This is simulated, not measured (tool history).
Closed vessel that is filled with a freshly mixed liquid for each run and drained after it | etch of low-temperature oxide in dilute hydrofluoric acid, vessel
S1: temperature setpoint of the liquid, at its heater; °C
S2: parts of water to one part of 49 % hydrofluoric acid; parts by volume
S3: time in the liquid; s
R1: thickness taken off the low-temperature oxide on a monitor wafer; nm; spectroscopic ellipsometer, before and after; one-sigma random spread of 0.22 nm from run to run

run  hour    S1   S2    S3      R1
  1   0.0  24.0  265  1520  89.550
  2   2.9  22.0  285  1520  75.905
  3  11.7  22.0  285  1520  76.397
  4  14.7  20.5  300  1520  67.422
  5  21.0  17.0  300  1520  59.101
  6  25.9  17.0  245  1520  76.235
  7  30.7  17.0  270  1520  67.820

Run 8 comes next. What will it give?
  8  37.7  17.0  285  1520   ?

{"run 8": {"R1": 63.513}}
